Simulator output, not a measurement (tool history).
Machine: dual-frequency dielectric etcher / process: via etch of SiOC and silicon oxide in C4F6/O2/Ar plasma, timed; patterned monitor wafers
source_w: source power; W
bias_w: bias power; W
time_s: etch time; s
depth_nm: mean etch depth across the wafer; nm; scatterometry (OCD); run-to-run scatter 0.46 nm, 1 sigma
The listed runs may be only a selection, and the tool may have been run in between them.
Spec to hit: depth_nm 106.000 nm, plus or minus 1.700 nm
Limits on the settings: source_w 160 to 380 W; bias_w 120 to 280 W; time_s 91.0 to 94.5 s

Run 1, hour 0.0: source_w 270 W, bias_w 200 W, time_s 91.0 s. Result: depth_nm 96.308 nm.
Run 2, hour 8.4: source_w 270 W, bias_w 174 W, time_s 91.0 s. Result: depth_nm 93.072 nm.
Run 3, hour 11.4: source_w 300 W, bias_w 177 W, time_s 91.0 s. Result: depth_nm 100.420 nm.
Run 4, hour 15.1: source_w 310 W, bias_w 178 W, time_s 91.0 s. Result: depth_nm 102.120 nm.
Run 5, hour 17.6: source_w 320 W, bias_w 178 W, time_s 91.0 s. Result: depth_nm 103.790 nm.
Run 6, hour 23.2: source_w 320 W, bias_w 159 W, time_s 91.0 s. Result: depth_nm 101.790 nm.
Run 7, hour 23.7: source_w 350 W, bias_w 163 W, time_s 91.0 s. Result: depth_nm 108.440 nm.
Run 8, hour 27.5: source_w 350 W, bias_w 163 W, time_s 91.0 s. Result: depth_nm 107.870 nm.

Consider the 5 candidate settings below. Which is the only one whose results all fall within their allowed miss of target?
Run A, hour 31.3: source_w 350 W, bias_w 165 W, time_s 93.0 s. Result: depth_nm ?.
Run B, hour 31.3: source_w 350 W, bias_w 136 W, time_s 91.5 s. Result: depth_nm ?.
Run C, hour 31.3: source_w 370 W, bias_w 166 W, time_s 91.0 s. Result: depth_nm ?.
Run D, hour 31.3: source_w 360 W, bias_w 171 W, time_s 91.5 s. Result: depth_nm ?.
Run E, hour 31.3: source_w 350 W, bias_w 162 W, time_s 93.0 s. Result: depth_nm ?.

move  depth_nm
   A   110.180
   B   105.280
   C   111.190
   D   110.700
   E   109.850
A: further off than the last run
B: hits every target within its allowed miss
C: further off than the last run
D: further off than the last run
E: further off than the last run
So the answer is move B, the one that meets all the targets.
